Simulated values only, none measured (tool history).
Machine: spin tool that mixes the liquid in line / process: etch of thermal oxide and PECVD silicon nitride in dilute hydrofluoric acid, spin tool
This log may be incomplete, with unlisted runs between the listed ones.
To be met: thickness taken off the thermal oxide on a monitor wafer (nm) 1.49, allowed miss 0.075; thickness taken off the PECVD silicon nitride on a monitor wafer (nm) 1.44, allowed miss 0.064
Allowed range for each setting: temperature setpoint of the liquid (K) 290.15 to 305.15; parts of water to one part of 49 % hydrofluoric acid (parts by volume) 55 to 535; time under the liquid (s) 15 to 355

| run | hour | temperature setpoint of the liquid (K) | parts of water to one part of 49 % hydrofluoric acid (parts by volume) | time under the liquid (s) | thickness taken off the thermal oxide on a monitor wafer (nm) | thickness taken off the PECVD silicon nitride on a monitor wafer (nm) |
|---|---|---|---|---|---|---|
| 1 | 0 | 297.15 | 295 | 180 | 2.3943 | 2.3311 |
| 2 | 5.5 | 296.65 | 305 | 180 | 2.2327 | 2.2034 |
| 3 | 11.9 | 300.15 | 305 | 180 | 2.4793 | 2.7494 |
| 4 | 19.6 | 300.15 | 265 | 180 | 3.0649 | 3.2132 |
| 5 | 26.1 | 299.15 | 280 | 180 | 2.713 | 2.802 |
| 6 | 27 | 298.65 | 290 | 180 | 2.5383 | 2.665 |
| 7 | 31.5 | 294.65 | 365 | 185 | 1.7278 | 1.6837 |
| 8 | 38.7 | 294.65 | 370 | 185 | 1.699 | 1.6988 |
| 9 | 41.4 | 294.65 | 375 | 185 | 1.6271 | 1.6573 |
| 10 | 48.1 | 293.65 | 380 | 185 | 1.5576 | 1.5428 |

Exactly one of the 5 candidate moves below puts every result within its allowed miss. Which one?
| A | 54.8 | 293.65 | 390 | 205 | ? | ? |
| B | 54.8 | 292.65 | 355 | 155 | ? | ? |
| C | 54.8 | 290.15 | 310 | 175 | ? | ? |
| D | 54.8 | 292.15 | 410 | 210 | ? | ? |
| E | 54.8 | 292.65 | 305 | 140 | ? | ? |

| move | thickness taken off the thermal oxide on a monitor wafer (nm) | thickness taken off the PECVD silicon nitride on a monitor wafer (nm) |
|---|---|---|
| A | 1.6886 | 1.6307 |
| B | 1.3947 | 1.2686 |
| C | 1.7084 | 1.389 |
| D | 1.5363 | 1.451 |
| E | 1.5309 | 1.326 |
A: lands further from the targets than the last run did
B: takes the biggest miss from the last run beyond its target
C: corrects the largest miss of the last run, while another result sits out of spec
D: all results land within tolerance of their targets
E: takes the biggest miss from the last run beyond its target
Go with D: it meets all targets.

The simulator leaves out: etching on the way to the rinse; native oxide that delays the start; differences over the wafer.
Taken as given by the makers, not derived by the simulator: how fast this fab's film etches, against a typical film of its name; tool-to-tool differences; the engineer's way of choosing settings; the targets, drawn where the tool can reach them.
